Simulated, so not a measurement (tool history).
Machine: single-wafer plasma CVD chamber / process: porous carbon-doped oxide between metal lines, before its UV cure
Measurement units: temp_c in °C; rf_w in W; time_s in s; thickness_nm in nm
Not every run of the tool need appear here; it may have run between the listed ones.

{"run": 1, "day": 0.0, "temp_c": 305, "rf_w": 590, "time_s": 56.4, "thickness_nm": 322.5}
{"run": 2, "day": 0.333, "temp_c": 307, "rf_w": 585, "time_s": 56.4, "thickness_nm": 318.25}
{"run": 3, "day": 0.454, "temp_c": 309, "rf_w": 580, "time_s": 56.4, "thickness_nm": 314.09}
{"run": 4, "day": 0.8, "temp_c": 300, "rf_w": 580, "time_s": 56.4, "thickness_nm": 333.31}
{"run": 5, "day": 0.862, "temp_c": 303, "rf_w": 575, "time_s": 56.4, "thickness_nm": 324.69}
{"run": 6, "day": 1.025, "temp_c": 303, "rf_w": 575, "time_s": 58.2, "thickness_nm": 334.42}
{"run": 7, "day": 1.092, "temp_c": 306, "rf_w": 570, "time_s": 58.2, "thickness_nm": 328.26}
{"run": 8, "day": 1.279, "temp_c": 308, "rf_w": 565, "time_s": 58.2, "thickness_nm": 320.02}

What does the tool deliver on the next run?
{"run": 9, "day": 1.617, "temp_c": 310, "rf_w": 560, "time_s": 58.2, "thickness_nm": "?"}

Run 9 measured thickness_nm 314.25 nm.
